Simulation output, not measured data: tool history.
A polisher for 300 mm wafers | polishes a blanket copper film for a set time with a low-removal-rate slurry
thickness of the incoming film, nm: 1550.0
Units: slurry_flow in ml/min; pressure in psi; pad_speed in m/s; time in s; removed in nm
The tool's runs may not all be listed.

| run | hour | slurry_flow | pressure | pad_speed | slurry_solids | time | removed |
|---|---|---|---|---|---|---|---|
| 1 | 0 | 315 | 2.3 | 1.42 | 1 | 31 | 114.6 |
| 2 | 8.5 | 315 | 2.3 | 1.22 | 1 | 31 | 98.132 |
| 3 | 14.1 | 310 | 2 | 1.16 | 1 | 31 | 83.531 |
| 4 | 15.8 | 310 | 2 | 1.16 | 0.9 | 31 | 80.294 |
| 5 | 24.5 | 310 | 2 | 1.02 | 0.9 | 31 | 70.519 |
| 6 | 32.5 | 310 | 1.8 | 1 | 0.9 | 31 | 63.859 |
| 7 | 34.9 | 310 | 1.6 | 1 | 0.9 | 31 | 57.45 |
| 8 | 38.5 | 310 | 1.5 | 1 | 0.9 | 31 | 54.477 |
| 9 | 42.7 | 310 | 1.4 | 1 | 0.9 | 31 | 50.792 |
| 10 | 48.6 | 310 | 1.4 | 1 | 0.9 | 31 | 51.919 |
| 11 | 55.5 | 295 | 1 | 1 | 0.9 | 31 | 39.041 |
| 12 | 62.4 | 385 | 1.1 | 1 | 0.9 | 31 | 42.249 |

The next listed run, before its measurement:
| 13 | 68.9 | 385 | 1.2 | 1 | 0.9 | 31 | ? |

Run 13 gave removed 45.527 nm.

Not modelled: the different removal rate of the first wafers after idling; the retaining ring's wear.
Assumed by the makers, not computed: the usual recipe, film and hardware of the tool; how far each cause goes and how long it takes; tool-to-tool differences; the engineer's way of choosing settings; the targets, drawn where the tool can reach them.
